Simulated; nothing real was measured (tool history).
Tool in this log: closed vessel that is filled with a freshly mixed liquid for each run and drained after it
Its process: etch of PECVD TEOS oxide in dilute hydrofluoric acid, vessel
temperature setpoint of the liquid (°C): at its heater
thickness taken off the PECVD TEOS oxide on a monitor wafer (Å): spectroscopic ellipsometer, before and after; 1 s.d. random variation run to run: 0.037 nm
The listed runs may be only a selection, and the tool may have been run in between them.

run  hour  temperature setpoint of the liquid (°C)  parts of water to one part of 49 % hydrofluoric acid (parts by volume)  time in the liquid (s)  thickness taken off the PECVD TEOS oxide on a monitor wafer (Å)
  1   0.0                                     24.0                                                                      70                      35                                                           63.756
  2   3.6                                     24.0                                                                      70                      35                                                           63.522
  3   6.5                                     24.0                                                                      85                      35                                                           51.124
  4  12.9                                     23.0                                                                      85                      35                                                           49.236
  5  16.5                                     23.0                                                                      65                      35                                                           64.878
  6  24.3                                     26.5                                                                      65                      35                                                           75.998

For run 7, what comes out?
  7  30.1                                     22.5                                                                      80                      35                                                                ?

{"run 7": {"thickness taken off the PECVD TEOS oxide on a monitor wafer (Å)": 50.621}}
